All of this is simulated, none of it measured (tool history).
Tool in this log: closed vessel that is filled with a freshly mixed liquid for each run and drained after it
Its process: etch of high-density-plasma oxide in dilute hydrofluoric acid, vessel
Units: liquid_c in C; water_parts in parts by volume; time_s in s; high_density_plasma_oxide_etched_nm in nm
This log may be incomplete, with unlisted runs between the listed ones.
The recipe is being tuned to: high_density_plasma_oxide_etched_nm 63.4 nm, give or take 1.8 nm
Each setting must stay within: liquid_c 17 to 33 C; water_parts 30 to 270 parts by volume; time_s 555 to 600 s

run,day,liquid_c,water_parts,time_s,high_density_plasma_oxide_etched_nm
1,0,25,150,555,36.562
2,0.221,25,150,555,36.453
3,0.496,22,150,555,32.501
4,0.604,25.5,150,555,37.18
5,0.971,22.5,150,555,33.212
6,1.067,20.5,150,555,30.553
7,1.438,24.5,110,555,50.875
8,1.821,24.5,110,555,51.083

Which single option among these 5 for the next run brings every result within its allowed miss of target? Just one does.
A,2.204,23.5,95,600,?
B,2.204,21,90,580,?
C,2.204,21,90,595,?
D,2.204,26.5,110,600,?
E,2.204,24,100,585,?

move,high_density_plasma_oxide_etched_nm
A,62.412
B,57.901
C,59.399
D,59.497
E,58.611
A: every result lands within tolerance
B: moves toward the targets from the last run without getting all of them in spec
C: moves toward the targets from the last run without getting all of them in spec
D: moves toward the targets from the last run without getting all of them in spec
E: moves toward the targets from the last run without getting all of them in spec
The move that meets every target is A.
